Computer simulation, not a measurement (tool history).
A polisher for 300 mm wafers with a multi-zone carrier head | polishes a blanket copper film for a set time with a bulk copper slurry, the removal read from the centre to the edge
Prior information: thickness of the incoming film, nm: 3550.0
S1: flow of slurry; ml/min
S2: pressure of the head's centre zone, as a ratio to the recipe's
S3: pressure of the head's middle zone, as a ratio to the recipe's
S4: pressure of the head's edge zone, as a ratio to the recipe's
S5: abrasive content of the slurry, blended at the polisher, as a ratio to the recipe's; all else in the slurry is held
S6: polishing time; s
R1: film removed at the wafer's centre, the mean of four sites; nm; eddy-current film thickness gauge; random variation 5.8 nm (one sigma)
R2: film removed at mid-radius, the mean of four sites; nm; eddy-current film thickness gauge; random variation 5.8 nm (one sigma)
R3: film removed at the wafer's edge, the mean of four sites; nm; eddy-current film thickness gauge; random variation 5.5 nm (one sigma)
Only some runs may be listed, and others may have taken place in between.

run 1 hour=0.0 | S1=280 S2=1.00 S3=1.00 S4=1.00 S5=1.00 S6=76 | R1=575.22 R2=566.61 R3=581.59
run 2 hour=7.7 | S1=280 S2=1.00 S3=1.00 S4=1.00 S5=0.80 S6=76 | R1=549.21 R2=551.15 R3=557.39
run 3 hour=8.8 | S1=280 S2=1.00 S3=1.07 S4=1.00 S5=0.80 S6=76 | R1=546.61 R2=577.05 R3=563.77
run 4 hour=17.3 | S1=280 S2=1.00 S3=1.14 S4=1.00 S5=0.80 S6=76 | R1=549.25 R2=607.42 R3=562.02
-- hour=24.0 slurry nozzle cleaned
run 5 hour=24.0 | S1=285 S2=1.02 S3=1.13 S4=1.02 S5=0.90 S6=77 | R1=595.15 R2=638.11 R3=604.45
run 6 hour=27.9 | S1=285 S2=0.96 S3=1.13 S4=1.02 S5=0.90 S6=77 | R1=563.53 R2=631.72 R3=591.76
run 7 hour=30.9 | S1=300 S2=0.99 S3=1.12 S4=1.03 S5=0.95 S6=77 | R1=584.49 R2=627.56 R3=605.02
run 8 hour=39.1 | S1=310 S2=1.01 S3=1.12 S4=1.04 S5=1.00 S6=77 | R1=606.71 R2=636.83 R3=623.61
run 9 hour=46.0 | S1=390 S2=1.11 S3=1.05 S4=1.04 S5=1.25 S6=80 | R1=737.53 R2=684.64 R3=677.50
run 10 hour=53.9 | S1=390 S2=1.12 S3=1.04 S4=1.05 S5=1.30 S6=80 | R1=739.44 R2=675.34 R3=684.71

Forecast run 11:
run 11 hour=60.7 | S1=395 S2=1.13 S3=1.03 S4=1.05 S5=1.30 S6=81 | R1=? R2=? R3=?

For run 11 the tool returned R1 756.87 nm, R2 674.25 nm, R3 689.88 nm.
